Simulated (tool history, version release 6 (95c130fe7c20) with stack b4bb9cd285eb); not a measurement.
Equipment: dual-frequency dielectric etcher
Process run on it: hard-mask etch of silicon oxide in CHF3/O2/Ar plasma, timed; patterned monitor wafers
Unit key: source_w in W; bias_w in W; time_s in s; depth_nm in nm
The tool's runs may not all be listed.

Run 1, day 0: source_w 780 W, bias_w 221 W, time_s 32 s. Result: depth_nm 72.452 nm.
Run 2, day 0.062: source_w 780 W, bias_w 186 W, time_s 32 s. Result: depth_nm 68.061 nm.
Run 3, day 0.292: source_w 780 W, bias_w 151 W, time_s 32 s. Result: depth_nm 64.106 nm.
Run 4, day 0.612: source_w 860 W, bias_w 165 W, time_s 32 s. Result: depth_nm 68.152 nm.
Run 5, day 0.792: source_w 920 W, bias_w 176 W, time_s 32 s. Result: depth_nm 70.936 nm.
Run 6, day 0.867: source_w 960 W, bias_w 186 W, time_s 32 s. Result: depth_nm 72.934 nm.

Run 7 comes next. What will it give?
Run 7, day 0.938: source_w 990 W, bias_w 195 W, time_s 32 s. Result: depth_nm ?.

{"run 7": {"depth_nm": 74.214}}

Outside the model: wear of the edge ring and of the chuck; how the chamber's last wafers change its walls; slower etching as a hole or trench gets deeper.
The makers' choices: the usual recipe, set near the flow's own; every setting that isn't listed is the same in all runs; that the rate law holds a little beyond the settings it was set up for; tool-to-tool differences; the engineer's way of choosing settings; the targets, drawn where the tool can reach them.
